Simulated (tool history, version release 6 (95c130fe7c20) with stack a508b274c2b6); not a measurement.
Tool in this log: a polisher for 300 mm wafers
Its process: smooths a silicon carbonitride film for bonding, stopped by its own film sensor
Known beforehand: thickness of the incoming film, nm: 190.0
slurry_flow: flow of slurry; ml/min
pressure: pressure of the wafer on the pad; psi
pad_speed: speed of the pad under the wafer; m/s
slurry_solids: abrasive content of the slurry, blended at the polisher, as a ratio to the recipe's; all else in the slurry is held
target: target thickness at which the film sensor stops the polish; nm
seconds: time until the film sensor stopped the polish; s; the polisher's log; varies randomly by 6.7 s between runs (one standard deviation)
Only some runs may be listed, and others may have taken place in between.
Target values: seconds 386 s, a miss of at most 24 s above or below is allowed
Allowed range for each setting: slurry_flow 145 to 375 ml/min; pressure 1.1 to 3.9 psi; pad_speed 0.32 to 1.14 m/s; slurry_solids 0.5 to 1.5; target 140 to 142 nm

run  hour  slurry_flow  pressure  pad_speed  slurry_solids  target  seconds
  1     0          240       2.5       0.72              1     142   225.99
  2   8.3          240       2.2        0.7              1     142   257.68
  3  12.8          240       2.2        0.7           1.15     142   254.41
  4    20          220       2.2        0.7           1.15     142   254.18
  5    21          220         2       0.68           1.15     142   286.69
  6  24.4          220       1.8       0.68           1.15     142   314.31
  7  28.6          220       1.3       0.66           1.15     142   436.97
  8    35          220       1.4       0.66           1.15     142   401.06

Exactly one of the 5 candidate moves below puts every result within its allowed miss. Which one?
  A  41.4          230       1.8        0.6            0.9     142        ?
  B  41.4          215       1.5       0.58           1.15     142        ?
  C  41.4          145       1.4        0.6           1.25     141        ?
  D  41.4          220       1.7       0.48           1.05     141        ?
  E  41.4          205       1.5        0.6            1.1     142        ?

move  seconds
   A   390.71
   B   426.69
   C   453.63
   D   468.04
   E   425.56
A: every result lands within tolerance
B: the biggest miss grows against the last run
C: the biggest miss grows against the last run
D: the biggest miss grows against the last run
E: the biggest miss grows against the last run
A meets every target.
